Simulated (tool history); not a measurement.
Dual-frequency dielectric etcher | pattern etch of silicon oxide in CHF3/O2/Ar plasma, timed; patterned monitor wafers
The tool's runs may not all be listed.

run	hour	source power (kW)	bias power (kW)	etch time (s)	mean etch depth across the wafer (Å)
1	0.0	0.770	0.175	731	15471
2	4.6	0.890	0.175	731	16291
3	11.9	0.810	0.167	731	15575
4	19.2	0.810	0.167	731	15508
5	27.9	0.930	0.167	731	16413
6	31.1	0.840	0.167	731	15662

Forecast run 7:
7	34.1	0.780	0.161	731	?

Run 7 came out at mean etch depth across the wafer (Å) 15125.
